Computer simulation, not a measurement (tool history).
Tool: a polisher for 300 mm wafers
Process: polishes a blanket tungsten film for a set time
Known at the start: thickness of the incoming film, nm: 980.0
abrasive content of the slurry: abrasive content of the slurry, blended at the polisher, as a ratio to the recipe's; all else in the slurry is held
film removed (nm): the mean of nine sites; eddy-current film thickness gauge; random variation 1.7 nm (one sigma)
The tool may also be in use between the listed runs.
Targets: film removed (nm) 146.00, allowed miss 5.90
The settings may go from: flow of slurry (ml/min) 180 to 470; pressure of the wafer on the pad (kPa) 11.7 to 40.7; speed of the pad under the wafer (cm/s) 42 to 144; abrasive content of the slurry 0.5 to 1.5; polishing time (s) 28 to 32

run  hour  flow of slurry (ml/min)  pressure of the wafer on the pad (kPa)  speed of the pad under the wafer (cm/s)  abrasive content of the slurry  polishing time (s)  film removed (nm)
  1   0.0                      300                                    26.2                                       92                             1.0                  32             106.33
  2   5.9                      300                                    28.3                                       92                             1.0                  32             113.08
  3  13.5                      300                                    28.3                                      100                             1.0                  32             120.83
  4  19.5                      300                                    28.3                                      100                             1.0                  28             107.23
  5  22.5                      300                                    28.3                                      100                             1.0                  32             121.68
  6  26.3                      300                                    31.0                                      100                             1.0                  32             133.10
  7  30.8                      300                                    31.7                                      100                             1.0                  32             134.12
  8  33.2                      300                                    32.4                                      100                             1.0                  32             132.65
  9  41.9                      300                                    33.1                                      100                             1.0                  32             138.11
 10  43.0                      300                                    33.8                                      100                             1.0                  32             140.06

Which of these 5 next moves meets every target?
  A  44.1                      240                                    32.4                                      110                             1.0                  32                  ?
  B  44.1                      335                                    31.0                                      100                             1.0                  32                  ?
  C  44.1                      260                                    34.5                                       90                             1.1                  32                  ?
  D  44.1                      385                                    35.9                                       96                             0.9                  30                  ?
  E  44.1                      265                                    35.2                                      104                             1.0                  29                  ?

move  film removed (nm)
   A             144.40
   B             131.83
   C             128.67
   D             131.28
   E             133.65
A: meets every target
B: further off than the last run
C: further off than the last run
D: further off than the last run
E: further off than the last run
The right move is A.

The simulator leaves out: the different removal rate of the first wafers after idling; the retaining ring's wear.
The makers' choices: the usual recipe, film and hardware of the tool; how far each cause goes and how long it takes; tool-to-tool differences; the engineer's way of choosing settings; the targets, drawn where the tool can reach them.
